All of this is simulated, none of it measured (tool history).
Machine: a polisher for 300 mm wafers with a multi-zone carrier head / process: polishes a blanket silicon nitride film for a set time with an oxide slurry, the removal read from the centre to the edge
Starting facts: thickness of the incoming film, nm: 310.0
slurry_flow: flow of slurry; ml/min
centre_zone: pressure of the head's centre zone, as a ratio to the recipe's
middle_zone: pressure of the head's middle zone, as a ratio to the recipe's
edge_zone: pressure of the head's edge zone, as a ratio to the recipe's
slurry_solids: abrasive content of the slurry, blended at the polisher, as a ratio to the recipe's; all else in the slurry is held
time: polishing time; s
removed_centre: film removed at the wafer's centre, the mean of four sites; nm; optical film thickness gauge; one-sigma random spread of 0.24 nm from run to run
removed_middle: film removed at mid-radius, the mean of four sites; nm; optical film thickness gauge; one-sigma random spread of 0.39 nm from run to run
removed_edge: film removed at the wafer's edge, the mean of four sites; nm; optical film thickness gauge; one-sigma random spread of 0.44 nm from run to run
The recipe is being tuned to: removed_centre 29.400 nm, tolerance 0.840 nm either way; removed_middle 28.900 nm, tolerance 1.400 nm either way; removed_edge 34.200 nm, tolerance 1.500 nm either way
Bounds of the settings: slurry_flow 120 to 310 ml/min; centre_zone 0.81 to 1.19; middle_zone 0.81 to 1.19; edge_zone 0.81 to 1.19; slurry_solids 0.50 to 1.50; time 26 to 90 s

{"run": 1, "hour": 0.0, "slurry_flow": 200, "centre_zone": 1.0, "middle_zone": 1.0, "edge_zone": 1.0, "slurry_solids": 1.0, "time": 58, "removed_centre": 37.781, "removed_middle": 37.369, "removed_edge": 36.029}
{"run": 2, "hour": 4.4, "slurry_flow": 200, "centre_zone": 1.0, "middle_zone": 1.0, "edge_zone": 1.0, "slurry_solids": 1.1, "time": 58, "removed_centre": 38.184, "removed_middle": 38.553, "removed_edge": 37.938}
{"run": 3, "hour": 5.5, "slurry_flow": 195, "centre_zone": 0.98, "middle_zone": 0.98, "edge_zone": 1.01, "slurry_solids": 1.1, "time": 58, "removed_centre": 37.784, "removed_middle": 37.934, "removed_edge": 38.337}
{"run": 4, "hour": 11.7, "slurry_flow": 190, "centre_zone": 0.96, "middle_zone": 0.96, "edge_zone": 1.01, "slurry_solids": 1.05, "time": 58, "removed_centre": 36.009, "removed_middle": 36.614, "removed_edge": 37.129}
{"run": 5, "hour": 18.2, "slurry_flow": 185, "centre_zone": 0.95, "middle_zone": 0.94, "edge_zone": 1.02, "slurry_solids": 1.05, "time": 58, "removed_centre": 35.786, "removed_middle": 35.919, "removed_edge": 37.542}
{"run": 6, "hour": 24.8, "slurry_flow": 180, "centre_zone": 0.94, "middle_zone": 0.93, "edge_zone": 1.02, "slurry_solids": 1.05, "time": 58, "removed_centre": 34.92, "removed_middle": 35.025, "removed_edge": 36.548}
{"run": 7, "hour": 28.2, "slurry_flow": 175, "centre_zone": 0.93, "middle_zone": 0.92, "edge_zone": 1.03, "slurry_solids": 1.05, "time": 58, "removed_centre": 35.193, "removed_middle": 35.161, "removed_edge": 37.724}
{"run": 8, "hour": 31.7, "slurry_flow": 170, "centre_zone": 0.92, "middle_zone": 0.91, "edge_zone": 1.03, "slurry_solids": 1.05, "time": 58, "removed_centre": 33.861, "removed_middle": 34.36, "removed_edge": 37.264}
{"run": 9, "hour": 40.3, "slurry_flow": 165, "centre_zone": 0.91, "middle_zone": 0.9, "edge_zone": 1.03, "slurry_solids": 1.05, "time": 58, "removed_centre": 33.913, "removed_middle": 33.855, "removed_edge": 37.275}
{"run": 10, "hour": 42.8, "slurry_flow": 160, "centre_zone": 0.9, "middle_zone": 0.89, "edge_zone": 1.03, "slurry_solids": 1.05, "time": 58, "removed_centre": 33.167, "removed_middle": 33.512, "removed_edge": 38.072}
{"run": 11, "hour": 50.8, "slurry_flow": 155, "centre_zone": 0.88, "middle_zone": 0.82, "edge_zone": 0.96, "slurry_solids": 0.8, "time": 57, "removed_centre": 28.325, "removed_middle": 27.109, "removed_edge": 31.424}
{"run": 12, "hour": 54.6, "slurry_flow": 155, "centre_zone": 0.88, "middle_zone": 0.82, "edge_zone": 0.97, "slurry_solids": 0.8, "time": 57, "removed_centre": 28.509, "removed_middle": 27.77, "removed_edge": 31.945}
{"run": 13, "hour": 58.0, "slurry_flow": 155, "centre_zone": 0.88, "middle_zone": 0.82, "edge_zone": 0.98, "slurry_solids": 0.8, "time": 57, "removed_centre": 28.116, "removed_middle": 26.682, "removed_edge": 31.455}
{"run": 14, "hour": 59.6, "slurry_flow": 155, "centre_zone": 0.88, "middle_zone": 0.82, "edge_zone": 0.99, "slurry_solids": 0.8, "time": 57, "removed_centre": 28.828, "removed_middle": 26.797, "removed_edge": 32.419}
{"run": 15, "hour": 68.1, "slurry_flow": 155, "centre_zone": 0.88, "middle_zone": 0.83, "edge_zone": 0.99, "slurry_solids": 0.8, "time": 57, "removed_centre": 29.053, "removed_middle": 27.459, "removed_edge": 32.22}
{"run": 16, "hour": 74.7, "slurry_flow": 155, "centre_zone": 0.88, "middle_zone": 0.83, "edge_zone": 1.0, "slurry_solids": 0.8, "time": 57, "removed_centre": 28.573, "removed_middle": 26.886, "removed_edge": 32.473}
{"run": 17, "hour": 82.5, "slurry_flow": 155, "centre_zone": 0.88, "middle_zone": 0.84, "edge_zone": 1.0, "slurry_solids": 0.8, "time": 57, "removed_centre": 28.666, "removed_middle": 27.501, "removed_edge": 31.389}
{"run": 18, "hour": 86.1, "slurry_flow": 160, "centre_zone": 0.88, "middle_zone": 0.84, "edge_zone": 1.0, "slurry_solids": 0.8, "time": 57, "removed_centre": 28.535, "removed_middle": 27.397, "removed_edge": 32.742}

Pick the move, out of 4, that brings all results within their allowed miss; only one does.
{"run": "A", "hour": 89.7, "slurry_flow": 135, "centre_zone": 0.9, "middle_zone": 0.89, "edge_zone": 1.11, "slurry_solids": 1.0, "time": 53, "removed_centre": "?", "removed_middle": "?", "removed_edge": "?"}
{"run": "B", "hour": 89.7, "slurry_flow": 235, "centre_zone": 0.86, "middle_zone": 0.87, "edge_zone": 1.09, "slurry_solids": 0.75, "time": 64, "removed_centre": "?", "removed_middle": "?", "removed_edge": "?"}
{"run": "C", "hour": 89.7, "slurry_flow": 165, "centre_zone": 0.83, "middle_zone": 0.87, "edge_zone": 1.04, "slurry_solids": 0.7, "time": 62, "removed_centre": "?", "removed_middle": "?", "removed_edge": "?"}
{"run": "D", "hour": 89.7, "slurry_flow": 155, "centre_zone": 0.91, "middle_zone": 0.83, "edge_zone": 1.01, "slurry_solids": 0.85, "time": 58, "removed_centre": "?", "removed_middle": "?", "removed_edge": "?"}

move=A removed_centre=29.369 removed_middle=29.358 removed_edge=34.311
move=B removed_centre=32.057 removed_middle=32.569 removed_edge=37.858
move=C removed_centre=27.998 removed_middle=29.517 removed_edge=33.818
move=D removed_centre=30.834 removed_middle=28.765 removed_edge=33.859
A: each result inside its tolerance
B: carries the result that was furthest off beyond its target, to the other side
C: gets the furthest-off result to its target, but another result is out of tolerance
D: gets the furthest-off result to its target, but another result is out of tolerance
The move that meets every target is A.
